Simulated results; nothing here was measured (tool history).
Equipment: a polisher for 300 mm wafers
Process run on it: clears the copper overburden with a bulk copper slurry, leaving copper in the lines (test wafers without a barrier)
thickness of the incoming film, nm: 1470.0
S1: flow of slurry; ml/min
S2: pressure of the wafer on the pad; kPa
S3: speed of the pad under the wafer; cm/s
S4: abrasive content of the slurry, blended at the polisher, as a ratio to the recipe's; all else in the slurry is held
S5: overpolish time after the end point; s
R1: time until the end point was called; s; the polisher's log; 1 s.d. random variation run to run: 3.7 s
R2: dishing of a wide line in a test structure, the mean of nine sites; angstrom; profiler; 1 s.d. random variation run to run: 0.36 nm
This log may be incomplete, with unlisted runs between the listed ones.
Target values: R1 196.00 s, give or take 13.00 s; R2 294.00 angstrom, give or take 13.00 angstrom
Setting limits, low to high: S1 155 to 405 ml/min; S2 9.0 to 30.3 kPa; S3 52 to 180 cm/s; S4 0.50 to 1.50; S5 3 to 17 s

{"run": 1, "hour": 0.0, "S1": 260, "S2": 19.3, "S3": 116, "S4": 1.0, "S5": 9, "R1": 147.59, "R2": 460.48}
{"run": 2, "hour": 7.8, "S1": 260, "S2": 17.9, "S3": 116, "S4": 1.0, "S5": 8, "R1": 166.33, "R2": 404.77}
{"run": 3, "hour": 14.8, "S1": 260, "S2": 17.2, "S3": 116, "S4": 1.0, "S5": 7, "R1": 168.12, "R2": 350.08}
{"run": 4, "hour": 21.2, "S1": 260, "S2": 17.2, "S3": 116, "S4": 1.0, "S5": 11, "R1": 167.48, "R2": 458.3}
{"run": 5, "hour": 23.7, "S1": 260, "S2": 17.2, "S3": 116, "S4": 0.8, "S5": 11, "R1": 173.22, "R2": 450.14}
{"run": 6, "hour": 31.4, "S1": 230, "S2": 17.2, "S3": 116, "S4": 0.8, "S5": 11, "R1": 179.74, "R2": 461.99}
{"run": 7, "hour": 39.3, "S1": 255, "S2": 15.9, "S3": 118, "S4": 0.8, "S5": 10, "R1": 181.1, "R2": 420.77}
{"run": 8, "hour": 40.9, "S1": 270, "S2": 15.2, "S3": 118, "S4": 0.8, "S5": 9, "R1": 189.69, "R2": 382.87}
{"hour": 46.4, "done": "worn pad replaced by a new one"}
{"run": 9, "hour": 46.4, "S1": 280, "S2": 14.5, "S3": 118, "S4": 0.8, "S5": 8, "R1": 179.42, "R2": 368.67}
{"run": 10, "hour": 53.8, "S1": 270, "S2": 13.8, "S3": 118, "S4": 0.8, "S5": 7, "R1": 191.85, "R2": 323.35}
{"run": 11, "hour": 54.7, "S1": 265, "S2": 13.8, "S3": 118, "S4": 0.8, "S5": 7, "R1": 191.65, "R2": 324.73}
{"run": 12, "hour": 62.3, "S1": 260, "S2": 13.8, "S3": 118, "S4": 0.8, "S5": 7, "R1": 191.21, "R2": 323.48}
{"run": 13, "hour": 67.6, "S1": 255, "S2": 13.8, "S3": 118, "S4": 0.8, "S5": 7, "R1": 191.46, "R2": 334.08}
{"run": 14, "hour": 76.0, "S1": 260, "S2": 13.1, "S3": 118, "S4": 0.8, "S5": 7, "R1": 196.67, "R2": 310.42}
{"run": 15, "hour": 81.0, "S1": 255, "S2": 13.1, "S3": 120, "S4": 0.8, "S5": 7, "R1": 199.98, "R2": 316.73}
{"run": 16, "hour": 90.0, "S1": 255, "S2": 13.1, "S3": 120, "S4": 0.8, "S5": 7, "R1": 200.57, "R2": 320.66}
{"run": 17, "hour": 93.5, "S1": 260, "S2": 13.1, "S3": 120, "S4": 0.8, "S5": 7, "R1": 202.81, "R2": 314.72}
{"run": 18, "hour": 99.7, "S1": 265, "S2": 13.1, "S3": 120, "S4": 0.8, "S5": 7, "R1": 193.83, "R2": 317.92}

Pick the move, out of 5, that brings all results within their allowed miss; only one does.
{"run": "A", "hour": 105.9, "S1": 260, "S2": 14.5, "S3": 118, "S4": 0.75, "S5": 8, "R1": "?", "R2": "?"}
{"run": "B", "hour": 105.9, "S1": 235, "S2": 16.5, "S3": 100, "S4": 0.65, "S5": 6, "R1": "?", "R2": "?"}
{"run": "C", "hour": 105.9, "S1": 210, "S2": 13.8, "S3": 108, "S4": 0.85, "S5": 9, "R1": "?", "R2": "?"}
{"run": "D", "hour": 105.9, "S1": 290, "S2": 13.1, "S3": 114, "S4": 0.8, "S5": 8, "R1": "?", "R2": "?"}
{"run": "E", "hour": 105.9, "S1": 335, "S2": 19.3, "S3": 82, "S4": 0.8, "S5": 8, "R1": "?", "R2": "?"}

move=A R1=180.22 R2=370.50
move=B R1=192.48 R2=293.58
move=C R1=206.92 R2=364.02
move=D R1=200.21 R2=342.92
move=E R1=187.09 R2=370.64
A: lands further from the targets than the last run did
B: all results land within tolerance of their targets
C: lands further from the targets than the last run did
D: lands further from the targets than the last run did
E: lands further from the targets than the last run did
Correct choice: B, which meets every target

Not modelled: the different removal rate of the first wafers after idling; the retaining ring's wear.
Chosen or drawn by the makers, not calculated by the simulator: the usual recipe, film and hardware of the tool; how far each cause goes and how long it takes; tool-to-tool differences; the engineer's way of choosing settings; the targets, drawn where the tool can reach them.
